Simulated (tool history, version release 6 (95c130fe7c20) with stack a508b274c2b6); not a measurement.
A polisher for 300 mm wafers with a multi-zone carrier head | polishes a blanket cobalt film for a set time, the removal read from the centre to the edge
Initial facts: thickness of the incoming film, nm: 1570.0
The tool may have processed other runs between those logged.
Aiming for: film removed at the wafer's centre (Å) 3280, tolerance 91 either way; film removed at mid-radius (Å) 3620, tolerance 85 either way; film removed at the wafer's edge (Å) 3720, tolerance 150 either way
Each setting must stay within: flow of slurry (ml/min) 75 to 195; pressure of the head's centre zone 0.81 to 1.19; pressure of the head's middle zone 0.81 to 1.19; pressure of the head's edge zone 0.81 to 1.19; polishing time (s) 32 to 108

run,day,flow of slurry (ml/min),pressure of the head's centre zone,pressure of the head's middle zone,pressure of the head's edge zone,polishing time (s),film removed at the wafer's centre (Å),film removed at mid-radius (Å),film removed at the wafer's edge (Å)
1,0,125,1,1,1,70,2655,2660.9,2687.1
2,0.233,125,1,1.05,1,70,2606.9,2774.6,2676.8
3,0.542,125,1,0.98,1,70,2610.8,2593.4,2680.4
4,0.571,130,1,0.99,1.02,71,2722.2,2681.2,2811.6
5,0.6,130,1,0.99,1.02,65,2453.8,2463.1,2565.9
6,0.762,130,1,1.06,1.02,65,2468.8,2634.9,2504.1
7,1.096,165,0.95,1.05,1.12,84,3213.8,3505.9,3461.7
8,1.325,165,0.95,1.05,1.13,84,3222.7,3503,3638.9

Pick the move, out of 5, that brings all results within their allowed miss; only one does.
A,1.554,155,0.97,1,1.17,86,?,?,?
B,1.554,155,0.96,1.01,1.15,83,?,?,?
C,1.554,175,0.92,1.03,1.12,87,?,?,?
D,1.554,170,0.96,1.02,1.13,83,?,?,?
E,1.554,150,0.96,0.96,1.19,88,?,?,?

move,film removed at the wafer's centre (Å),film removed at mid-radius (Å),film removed at the wafer's edge (Å)
A,3372.9,3365.7,3756.5
B,3228.2,3275.9,3592.7
C,3343.3,3561.4,3767.3
D,3283.9,3353.8,3599.1
E,3399.9,3309,3864.5
A: lands further from the targets than the last run did
B: lands further from the targets than the last run did
C: every result lands within tolerance
D: lands further from the targets than the last run did
E: lands further from the targets than the last run did
The move that meets every target is C.

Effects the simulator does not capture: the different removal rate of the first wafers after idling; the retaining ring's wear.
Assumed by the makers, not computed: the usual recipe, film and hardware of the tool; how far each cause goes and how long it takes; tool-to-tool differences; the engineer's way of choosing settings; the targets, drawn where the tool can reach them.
